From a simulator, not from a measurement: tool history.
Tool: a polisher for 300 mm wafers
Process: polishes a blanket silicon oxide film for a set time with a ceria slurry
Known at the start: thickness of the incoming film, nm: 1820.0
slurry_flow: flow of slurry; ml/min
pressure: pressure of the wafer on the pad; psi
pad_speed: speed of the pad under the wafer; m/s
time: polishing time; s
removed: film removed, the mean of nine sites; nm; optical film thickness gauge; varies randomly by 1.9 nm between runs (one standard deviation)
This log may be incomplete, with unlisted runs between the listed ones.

run,hour,slurry_flow,pressure,pad_speed,time,removed
1,0.0,200,3.4,1.26,42,312.29
2,6.6,195,3.2,1.26,42,302.92
3,15.4,195,3.0,1.26,42,277.88
4,18.8,225,3.0,1.26,42,285.09
5,25.0,225,3.0,1.52,42,341.70
# hour 32.4: head pressure recalibrated
6,32.4,225,3.0,1.52,37,286.81
7,38.3,225,2.9,1.52,37,278.86

Run 8 comes next. What will it give?
8,44.2,225,2.8,1.52,37,?

removed: 269.50 nm

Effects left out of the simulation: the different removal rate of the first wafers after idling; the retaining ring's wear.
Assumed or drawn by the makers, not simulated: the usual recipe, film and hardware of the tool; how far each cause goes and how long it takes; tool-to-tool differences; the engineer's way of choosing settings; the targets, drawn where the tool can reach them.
